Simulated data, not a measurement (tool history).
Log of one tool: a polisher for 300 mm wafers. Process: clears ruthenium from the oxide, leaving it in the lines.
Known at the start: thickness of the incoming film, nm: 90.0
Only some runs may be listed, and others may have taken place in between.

run,hour,flow of slurry (ml/min),pressure of the wafer on the pad (kPa),speed of the pad under the wafer (m/s),overpolish time after the end point (s),time until the end point was called (s)
1,0,130,18.6,0.76,37,91.739
2,3.6,130,18.6,0.9,37,80.045
3,11.9,125,16.5,0.88,37,90.164
4,12.9,125,15.2,0.84,37,104.87
5,14.8,125,13.8,0.84,37,111.32
6,23.7,125,13.8,0.84,37,112.63
7,30.4,125,12.4,0.84,37,122.24

For run 8, what comes out?
8,34.2,125,11.7,0.84,37,?

{"run 8": {"time until the end point was called (s)": 133.58}}
